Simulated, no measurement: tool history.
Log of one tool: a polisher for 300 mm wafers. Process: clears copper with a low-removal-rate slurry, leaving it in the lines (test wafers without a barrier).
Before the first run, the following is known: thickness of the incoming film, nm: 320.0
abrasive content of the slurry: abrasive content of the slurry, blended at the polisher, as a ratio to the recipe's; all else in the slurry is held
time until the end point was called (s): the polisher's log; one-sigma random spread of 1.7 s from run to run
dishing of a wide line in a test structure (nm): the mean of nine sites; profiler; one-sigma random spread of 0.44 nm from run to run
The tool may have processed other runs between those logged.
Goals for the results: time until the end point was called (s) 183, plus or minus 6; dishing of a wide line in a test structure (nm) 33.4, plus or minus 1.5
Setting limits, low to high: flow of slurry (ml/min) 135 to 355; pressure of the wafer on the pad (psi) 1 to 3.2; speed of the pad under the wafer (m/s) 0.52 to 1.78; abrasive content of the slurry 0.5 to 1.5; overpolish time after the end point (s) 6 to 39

| run | hour | flow of slurry (ml/min) | pressure of the wafer on the pad (psi) | speed of the pad under the wafer (m/s) | abrasive content of the slurry | overpolish time after the end point (s) | time until the end point was called (s) | dishing of a wide line in a test structure (nm) |
|---|---|---|---|---|---|---|---|---|
| 1 | 0 | 225 | 2.1 | 1.14 | 1 | 20 | 143.35 | 28.893 |
| 2 | 6.9 | 225 | 2.1 | 1.14 | 1 | 27 | 146.3 | 38.685 |
| 3 | 12.4 | 225 | 2.1 | 1.02 | 1 | 27 | 159.22 | 35.313 |
| 4 | 14.2 | 220 | 2 | 1.02 | 1 | 27 | 171.97 | 32.835 |
| 5 | 22.4 | 220 | 2 | 1.02 | 1 | 30 | 168.9 | 35.836 |
| 6 | 26.3 | 210 | 2 | 1.02 | 1 | 30 | 173.83 | 36.376 |
| 7 | 31.4 | 200 | 2 | 1.02 | 1 | 30 | 171.43 | 36.026 |
| 8 | 34.8 | 195 | 2 | 1.02 | 1 | 30 | 170.64 | 36.041 |

5 next moves are on the table. One of them brings every result within its allowed miss. Which?
| A | 38.2 | 160 | 2.3 | 0.96 | 0.9 | 24 | ? | ? |
| B | 38.2 | 190 | 2 | 1.06 | 0.9 | 24 | ? | ? |
| C | 38.2 | 165 | 2.7 | 0.7 | 1.15 | 26 | ? | ? |
| D | 38.2 | 190 | 1.9 | 1.14 | 0.9 | 27 | ? | ? |
| E | 38.2 | 145 | 1.9 | 1.08 | 1 | 29 | ? | ? |

| move | time until the end point was called (s) | dishing of a wide line in a test structure (nm) |
|---|---|---|
| A | 169.17 | 30.543 |
| B | 170.81 | 30.073 |
| C | 183.65 | 30.707 |
| D | 167.28 | 33.842 |
| E | 180.84 | 33.653 |
A: lands further from the targets than the last run did
B: lands further from the targets than the last run did
C: puts the biggest miss on target and leaves a different result outside tolerance
D: lands further from the targets than the last run did
E: all results in spec
So the answer is move E, the one that meets all the targets.

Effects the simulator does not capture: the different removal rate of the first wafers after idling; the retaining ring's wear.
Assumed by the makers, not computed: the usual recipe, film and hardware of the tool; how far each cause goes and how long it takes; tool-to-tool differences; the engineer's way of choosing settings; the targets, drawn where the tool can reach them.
